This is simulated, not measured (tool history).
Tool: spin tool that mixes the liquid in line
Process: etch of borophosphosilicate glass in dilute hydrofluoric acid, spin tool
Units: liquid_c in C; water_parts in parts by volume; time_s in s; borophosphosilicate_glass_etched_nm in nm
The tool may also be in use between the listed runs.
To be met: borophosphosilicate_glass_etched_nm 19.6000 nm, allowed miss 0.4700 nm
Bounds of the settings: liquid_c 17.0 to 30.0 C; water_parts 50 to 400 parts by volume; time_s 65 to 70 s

run,hour,liquid_c,water_parts,time_s,borophosphosilicate_glass_etched_nm
1,0.0,22.0,225,65,11.2620
2,4.7,24.0,210,65,13.1730
3,13.2,25.5,200,65,14.6420
4,16.9,22.5,200,65,13.1720
5,21.5,21.0,200,65,12.4200
6,28.8,21.0,265,65,8.7518
7,33.7,25.0,175,65,17.0470
8,35.8,26.0,175,65,17.5750

Which of these 5 next moves meets every target?
A,37.9,27.0,165,70,?
B,37.9,25.5,150,65,?
C,37.9,28.5,175,70,?
D,37.9,27.0,205,65,?
E,37.9,27.5,180,70,?

move,borophosphosilicate_glass_etched_nm
A,21.1870
B,20.8700
C,20.8140
D,15.0700
E,19.4030
A: takes the result that was furthest off past its target
B: takes the result that was furthest off past its target
C: takes the result that was furthest off past its target
D: further off than the last run
E: meets every target
Answer: E

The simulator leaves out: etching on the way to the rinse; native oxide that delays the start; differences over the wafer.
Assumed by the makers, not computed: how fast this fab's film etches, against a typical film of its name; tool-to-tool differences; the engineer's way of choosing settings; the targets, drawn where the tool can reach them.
